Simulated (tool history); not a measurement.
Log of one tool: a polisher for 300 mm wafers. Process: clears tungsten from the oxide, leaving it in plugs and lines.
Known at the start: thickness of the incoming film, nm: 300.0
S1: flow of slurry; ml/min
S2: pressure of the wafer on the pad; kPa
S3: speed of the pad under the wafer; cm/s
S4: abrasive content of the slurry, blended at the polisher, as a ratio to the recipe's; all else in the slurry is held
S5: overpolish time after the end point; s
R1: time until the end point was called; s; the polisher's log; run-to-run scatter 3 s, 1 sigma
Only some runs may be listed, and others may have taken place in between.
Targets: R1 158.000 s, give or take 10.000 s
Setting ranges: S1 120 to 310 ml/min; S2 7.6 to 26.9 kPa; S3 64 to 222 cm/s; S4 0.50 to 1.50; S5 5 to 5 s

| run | hour | S1 | S2 | S3 | S4 | S5 | R1 |
|---|---|---|---|---|---|---|---|
| 1 | 0.0 | 200 | 17.2 | 142 | 1.00 | 5 | 65.150 |
| 2 | 4.6 | 230 | 17.2 | 142 | 1.00 | 5 | 63.539 |
| 3 | 13.0 | 265 | 17.2 | 142 | 1.00 | 5 | 64.330 |
| 4 | 21.0 | 265 | 17.2 | 142 | 0.85 | 5 | 65.186 |
| 5 | 29.4 | 265 | 17.2 | 142 | 0.85 | 5 | 65.247 |
| 6 | 34.6 | 290 | 17.2 | 142 | 0.85 | 5 | 64.002 |
| 7 | 43.6 | 280 | 12.4 | 102 | 0.80 | 5 | 114.170 |
| 8 | 45.1 | 280 | 7.6 | 92 | 0.80 | 5 | 183.700 |

Next run, 4 choices. One meets every target within its allowed miss, the rest don't. Which?
| A | 46.6 | 280 | 10.3 | 106 | 0.80 | 5 | ? |
| B | 46.6 | 285 | 9.7 | 108 | 0.75 | 5 | ? |
| C | 46.6 | 310 | 11.7 | 90 | 0.95 | 5 | ? |
| D | 46.6 | 260 | 9.0 | 94 | 0.85 | 5 | ? |

| move | R1 |
|---|---|
| A | 131.680 |
| B | 137.650 |
| C | 134.060 |
| D | 163.820 |
A: takes the result that was furthest off past its target
B: takes the result that was furthest off past its target
C: takes the result that was furthest off past its target
D: hits every target within its allowed miss
The move that meets every target is D.
